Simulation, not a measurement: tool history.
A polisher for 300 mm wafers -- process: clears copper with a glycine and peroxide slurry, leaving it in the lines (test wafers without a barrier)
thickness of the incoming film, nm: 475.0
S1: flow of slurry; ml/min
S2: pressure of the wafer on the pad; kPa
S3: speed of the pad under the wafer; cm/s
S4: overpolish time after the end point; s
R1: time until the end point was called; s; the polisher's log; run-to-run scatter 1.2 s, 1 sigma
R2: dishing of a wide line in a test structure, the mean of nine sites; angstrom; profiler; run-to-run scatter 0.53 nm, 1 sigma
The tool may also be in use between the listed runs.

run,hour,S1,S2,S3,S4,R1,R2
1,0.0,215,16.5,130,20,90.089,389.00
2,5.2,215,17.9,132,20,83.317,408.03
3,7.8,215,18.6,134,20,80.407,411.11
4,8.5,215,19.3,136,20,77.264,417.72
5,16.7,215,19.3,136,15,76.014,367.18
6,20.2,215,19.3,166,15,65.381,395.82
7,22.8,215,19.3,166,16,66.015,404.79
8,29.9,215,19.3,166,17,62.776,417.12

Run 9 comes next. What will it give?
9,38.6,215,19.3,166,18,?,?

Run 9 came out at R1 63.818 s, R2 414.58 angstrom.
